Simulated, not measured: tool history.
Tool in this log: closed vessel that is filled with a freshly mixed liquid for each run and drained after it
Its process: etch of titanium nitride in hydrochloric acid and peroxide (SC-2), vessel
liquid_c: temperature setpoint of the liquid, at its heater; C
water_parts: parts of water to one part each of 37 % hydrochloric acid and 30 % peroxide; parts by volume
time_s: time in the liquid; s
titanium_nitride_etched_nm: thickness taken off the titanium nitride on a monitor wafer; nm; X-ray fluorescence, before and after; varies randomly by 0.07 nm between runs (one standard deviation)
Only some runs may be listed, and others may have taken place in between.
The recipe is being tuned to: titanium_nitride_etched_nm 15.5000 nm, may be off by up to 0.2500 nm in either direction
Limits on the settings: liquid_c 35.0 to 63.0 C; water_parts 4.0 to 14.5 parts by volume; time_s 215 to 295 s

run  hour  liquid_c  water_parts  time_s  titanium_nitride_etched_nm
  1   0.0      47.0          8.0     295                      9.3674
  2   8.5      48.5          8.0     295                     10.4330
  3  16.2      49.5          8.0     295                     11.0830
  4  19.8      50.5          8.0     295                     11.8340
  5  24.6      47.5          8.0     295                      9.6819
  6  30.0      47.5          9.0     295                      8.8639
     39.3  -- new drum of peroxide connected
  7  39.3      49.0          9.0     295                     10.5270
  8  43.9      50.0          9.0     295                     11.2120
  9  52.7      51.0          9.0     295                     11.9140
 10  61.1      51.5          9.0     295                     12.3310
 11  66.1      52.0          9.0     295                     12.7740
 12  69.8      52.5          9.0     295                     13.1660
 13  79.2      53.0          9.0     295                     13.6110
 14  80.4      53.0          9.0     295                     13.5320
 15  81.8      55.5          9.0     295                     15.9210

Which one of the following 4 next-run settings gets every result inside its allowed miss? There is exactly one.
  A  83.2      56.0          9.0     290                           ?
  B  83.2      55.0          9.0     295                           ?
  C  83.2      60.5         12.5     285                           ?
  D  83.2      54.5          9.0     295                           ?

move  titanium_nitride_etched_nm
   A                     16.2470
   B                     15.4960
   C                     16.1120
   D                     15.0020
A: moves away from the targets compared with the last run
B: every result lands within tolerance
C: moves away from the targets compared with the last run
D: moves the result that the last run missed by most past its target, out the other side
B is the move that brings every result within its allowed miss.

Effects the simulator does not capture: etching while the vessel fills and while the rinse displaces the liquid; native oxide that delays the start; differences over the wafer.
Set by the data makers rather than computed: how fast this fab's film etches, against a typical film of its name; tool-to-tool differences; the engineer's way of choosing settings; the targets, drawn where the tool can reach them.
